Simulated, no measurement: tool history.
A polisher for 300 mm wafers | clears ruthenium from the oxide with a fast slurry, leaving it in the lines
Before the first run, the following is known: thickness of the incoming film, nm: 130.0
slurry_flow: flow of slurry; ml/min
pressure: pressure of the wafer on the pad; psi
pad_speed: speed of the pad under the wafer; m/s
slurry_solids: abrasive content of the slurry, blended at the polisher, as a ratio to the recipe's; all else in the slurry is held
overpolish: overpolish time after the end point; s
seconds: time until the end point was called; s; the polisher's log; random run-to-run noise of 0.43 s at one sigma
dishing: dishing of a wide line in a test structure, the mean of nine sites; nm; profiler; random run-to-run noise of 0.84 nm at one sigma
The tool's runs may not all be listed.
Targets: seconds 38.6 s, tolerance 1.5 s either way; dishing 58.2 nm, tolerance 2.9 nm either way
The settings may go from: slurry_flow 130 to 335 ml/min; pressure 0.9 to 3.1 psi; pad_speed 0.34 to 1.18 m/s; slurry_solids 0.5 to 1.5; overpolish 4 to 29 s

{"run": 1, "hour": 0.0, "slurry_flow": 215, "pressure": 2, "pad_speed": 0.76, "slurry_solids": 1, "overpolish": 15, "seconds": 58.775, "dishing": 25.693}
{"run": 2, "hour": 3.1, "slurry_flow": 215, "pressure": 2.1, "pad_speed": 0.76, "slurry_solids": 1, "overpolish": 16, "seconds": 57.035, "dishing": 27.783}
{"run": 3, "hour": 5.7, "slurry_flow": 215, "pressure": 2.5, "pad_speed": 0.76, "slurry_solids": 1, "overpolish": 16, "seconds": 47.724, "dishing": 32.366}
{"run": 4, "hour": 13.4, "slurry_flow": 215, "pressure": 2.5, "pad_speed": 0.76, "slurry_solids": 1, "overpolish": 17, "seconds": 47.435, "dishing": 34.296}
{"run": 5, "hour": 18.5, "slurry_flow": 215, "pressure": 2.8, "pad_speed": 0.76, "slurry_solids": 1, "overpolish": 17, "seconds": 42.541, "dishing": 38.291}
{"run": 6, "hour": 21.7, "slurry_flow": 215, "pressure": 2.8, "pad_speed": 0.76, "slurry_solids": 1, "overpolish": 22, "seconds": 42.985, "dishing": 45.735}
{"run": 7, "hour": 23.0, "slurry_flow": 220, "pressure": 3, "pad_speed": 0.76, "slurry_solids": 1, "overpolish": 24, "seconds": 39.441, "dishing": 53.659}
{"hour": 30.4, "done": "head pressure recalibrated"}
{"run": 8, "hour": 30.4, "slurry_flow": 220, "pressure": 3, "pad_speed": 0.76, "slurry_solids": 1, "overpolish": 25, "seconds": 41.833, "dishing": 52.211}
{"run": 9, "hour": 33.4, "slurry_flow": 220, "pressure": 3, "pad_speed": 0.76, "slurry_solids": 1, "overpolish": 25, "seconds": 41.425, "dishing": 53.218}

Which of these 5 next moves meets every target?
{"run": "A", "hour": 36.4, "slurry_flow": 240, "pressure": 3, "pad_speed": 0.74, "slurry_solids": 0.95, "overpolish": 29, "seconds": "?", "dishing": "?"}
{"run": "B", "hour": 36.4, "slurry_flow": 255, "pressure": 3, "pad_speed": 0.78, "slurry_solids": 0.95, "overpolish": 22, "seconds": "?", "dishing": "?"}
{"run": "C", "hour": 36.4, "slurry_flow": 210, "pressure": 3, "pad_speed": 0.8, "slurry_solids": 0.95, "overpolish": 27, "seconds": "?", "dishing": "?"}
{"run": "D", "hour": 36.4, "slurry_flow": 175, "pressure": 2.6, "pad_speed": 0.8, "slurry_solids": 1.15, "overpolish": 28, "seconds": "?", "dishing": "?"}
{"run": "E", "hour": 36.4, "slurry_flow": 200, "pressure": 3.1, "pad_speed": 0.82, "slurry_solids": 1, "overpolish": 26, "seconds": "?", "dishing": "?"}

move=A seconds=43.413 dishing=54.565
move=B seconds=40.963 dishing=46.523
move=C seconds=40.951 dishing=54.064
move=D seconds=43.791 dishing=52.897
move=E seconds=37.879 dishing=55.614
A: further off than the last run
B: further off than the last run
C: closer than the last run, but not yet in spec
D: further off than the last run
E: all results in spec
E meets every target.
